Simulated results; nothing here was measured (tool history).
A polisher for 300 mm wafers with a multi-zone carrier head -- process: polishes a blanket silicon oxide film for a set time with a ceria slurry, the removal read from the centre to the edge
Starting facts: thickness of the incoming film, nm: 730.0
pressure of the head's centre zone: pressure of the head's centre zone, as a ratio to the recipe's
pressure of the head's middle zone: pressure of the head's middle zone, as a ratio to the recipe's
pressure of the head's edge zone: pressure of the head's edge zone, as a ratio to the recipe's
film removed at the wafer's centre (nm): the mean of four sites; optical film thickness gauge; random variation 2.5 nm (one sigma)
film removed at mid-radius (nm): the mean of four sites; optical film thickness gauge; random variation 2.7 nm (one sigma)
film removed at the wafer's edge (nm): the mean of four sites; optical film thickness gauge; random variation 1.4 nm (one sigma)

run  hour  flow of slurry (ml/min)  pressure of the head's centre zone  pressure of the head's middle zone  pressure of the head's edge zone  polishing time (s)  film removed at the wafer's centre (nm)  film removed at mid-radius (nm)  film removed at the wafer's edge (nm)
  1   0.0                      140                                1.00                                1.00                              1.00                  50                                   173.54                           165.85                                 170.95
  2   4.1                      140                                0.96                                1.00                              1.00                  50                                   163.22                           167.10                                 170.01
  3   7.0                      140                                0.96                                1.00                              1.00                  61                                   200.72                           208.51                                 205.56
  4   8.4                      130                                0.95                                0.97                              1.02                  61                                   188.01                           200.55                                 206.70
  5  10.7                      125                                0.96                                0.94                              1.02                  61                                   193.55                           197.09                                 207.37
  6  11.7                      125                                0.96                                1.01                              1.02                  61                                   193.68                           203.28                                 202.85
  7  14.2                      120                                0.96                                0.97                              1.04                  61                                   188.17                           196.41                                 205.57

The next listed run, before its measurement:
  8  17.0                      120                                0.96                                0.97                              1.04                  61                                        ?                                ?                                      ?

For run 8 the tool returned film removed at the wafer's centre (nm) 193.14, film removed at mid-radius (nm) 188.87, film removed at the wafer's edge (nm) 208.17.
